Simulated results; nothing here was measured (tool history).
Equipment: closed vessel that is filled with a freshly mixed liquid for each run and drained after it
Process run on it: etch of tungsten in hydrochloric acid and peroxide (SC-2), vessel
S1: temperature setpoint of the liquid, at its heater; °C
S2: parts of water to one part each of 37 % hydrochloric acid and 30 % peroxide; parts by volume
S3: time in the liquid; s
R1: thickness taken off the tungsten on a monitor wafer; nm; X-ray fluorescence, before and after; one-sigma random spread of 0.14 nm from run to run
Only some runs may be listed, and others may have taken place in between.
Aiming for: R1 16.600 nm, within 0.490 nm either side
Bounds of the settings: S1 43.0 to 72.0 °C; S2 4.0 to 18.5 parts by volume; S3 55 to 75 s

run  hour    S1    S2  S3      R1
  1   0.0  59.0  10.5  75  32.481
  2   1.1  64.5  10.5  75  45.102
  3   8.2  58.5  10.5  75  31.770
  4   9.2  55.5  10.5  75  25.819
  5  14.3  53.5  10.5  75  22.754
  6  18.4  46.5  10.5  75  14.349
  7  20.8  47.0  10.5  75  14.750
  8  21.7  47.5  10.5  75  15.255
  9  28.2  48.0  10.5  75  15.838

Next run, 5 choices. One meets every target within its allowed miss, the rest don't. Which?
  A  34.7  55.0  13.0  55   ?
  B  34.7  51.0  10.5  60   ?
  C  34.7  43.0   7.0  75   ?
  D  34.7  51.0  10.5  65   ?
  E  34.7  49.5   9.5  60   ?

move      R1
   A  15.280
   B  15.395
   C  15.521
   D  16.678
   E  15.144
A: lands further from the targets than the last run did
B: lands further from the targets than the last run did
C: lands further from the targets than the last run did
D: every result within its allowed miss
E: lands further from the targets than the last run did
Move D is the one to make.
